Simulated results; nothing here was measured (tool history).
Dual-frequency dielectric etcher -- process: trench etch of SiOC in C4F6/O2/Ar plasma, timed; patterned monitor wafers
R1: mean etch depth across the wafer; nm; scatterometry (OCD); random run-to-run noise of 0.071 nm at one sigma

Run 1, hour 0.0: source power (W) 470, bias power (W) 135, etch time (s) 11.5. Result: R1 23.601 nm.
Run 2, hour 4.9: source power (W) 440, bias power (W) 131, etch time (s) 11.5. Result: R1 22.412 nm.
Run 3, hour 11.8: source power (W) 420, bias power (W) 130, etch time (s) 11.5. Result: R1 21.785 nm.
Run 4, hour 16.3: source power (W) 420, bias power (W) 130, etch time (s) 11.5. Result: R1 22.073 nm.
Run 5, hour 20.5: source power (W) 480, bias power (W) 130, etch time (s) 11.5. Result: R1 23.758 nm.
Run 6, hour 23.6: source power (W) 540, bias power (W) 130, etch time (s) 11.5. Result: R1 25.327 nm.
Run 7, hour 26.6: source power (W) 500, bias power (W) 127, etch time (s) 11.5. Result: R1 24.081 nm.

What will run 8 give?
Run 8, hour 27.8: source power (W) 470, bias power (W) 125, etch time (s) 11.5. Result: R1 ?.

R1: 23.285 nm
